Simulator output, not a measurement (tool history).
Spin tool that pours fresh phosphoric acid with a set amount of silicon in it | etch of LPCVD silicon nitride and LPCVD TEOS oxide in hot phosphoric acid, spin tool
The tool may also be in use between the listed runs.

run,day,temperature setpoint of the liquid (C),silicon dissolved in the acid as it is poured (mg a litre),time under the liquid (s),thickness taken off the LPCVD silicon nitride on a monitor wafer (Å),thickness taken off the LPCVD TEOS oxide on a monitor wafer (Å)
1,0.000,164.0,16,70,72.728,2.2492
2,0.046,164.5,15,75,79.977,3.5094
3,0.104,165.0,17,80,86.845,2.7130
4,0.362,165.5,16,85,92.765,3.0255
5,0.733,165.5,15,90,98.672,3.4134
6,0.846,165.5,15,105,114.240,3.3708

Estimate the outcome of run 7 from the log above:
7,0.921,166.0,14,105,?,?

Logged for run 7: thickness taken off the LPCVD silicon nitride on a monitor wafer (Å) 117.480, thickness taken off the LPCVD TEOS oxide on a monitor wafer (Å) 4.7744.

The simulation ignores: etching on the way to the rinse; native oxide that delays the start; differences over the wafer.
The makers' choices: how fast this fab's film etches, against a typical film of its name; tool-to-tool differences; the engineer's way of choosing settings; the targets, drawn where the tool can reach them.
